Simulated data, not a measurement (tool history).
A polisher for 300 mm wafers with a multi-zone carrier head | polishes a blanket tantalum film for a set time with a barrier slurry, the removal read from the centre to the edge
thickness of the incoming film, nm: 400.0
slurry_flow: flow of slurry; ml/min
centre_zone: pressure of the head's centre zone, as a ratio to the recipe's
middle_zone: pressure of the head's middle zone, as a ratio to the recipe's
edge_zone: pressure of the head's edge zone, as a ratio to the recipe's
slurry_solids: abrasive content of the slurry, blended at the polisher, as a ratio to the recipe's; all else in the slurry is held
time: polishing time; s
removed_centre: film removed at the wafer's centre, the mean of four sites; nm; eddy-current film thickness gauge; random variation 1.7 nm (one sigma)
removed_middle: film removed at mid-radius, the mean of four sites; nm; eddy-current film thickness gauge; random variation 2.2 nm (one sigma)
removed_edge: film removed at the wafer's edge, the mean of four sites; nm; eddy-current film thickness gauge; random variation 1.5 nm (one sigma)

run	hour	slurry_flow	centre_zone	middle_zone	edge_zone	slurry_solids	time	removed_centre	removed_middle	removed_edge
1	0	280	1	1	1	1	81	162.81	158	166.28
2	6.1	280	1	1.05	1	1	81	164.81	164.67	167.02
3	13.4	285	1	1.06	1.03	1.1	81	171.33	176.64	175.35
4	21.2	285	1	1.12	1.03	1.1	81	172.45	179.02	176.18
5	29.6	285	1.01	1.1	1.06	1.15	82	179.28	181.79	184.16
6	30.5	285	1.06	1.1	1.06	1.15	82	185.83	181.06	183.98

Forecast run 7:
7	33.6	290	1.06	1.1	1.08	1.2	82	?	?	?

removed_centre: 188.7 nm
removed_middle: 188.31 nm
removed_edge: 187.94 nm

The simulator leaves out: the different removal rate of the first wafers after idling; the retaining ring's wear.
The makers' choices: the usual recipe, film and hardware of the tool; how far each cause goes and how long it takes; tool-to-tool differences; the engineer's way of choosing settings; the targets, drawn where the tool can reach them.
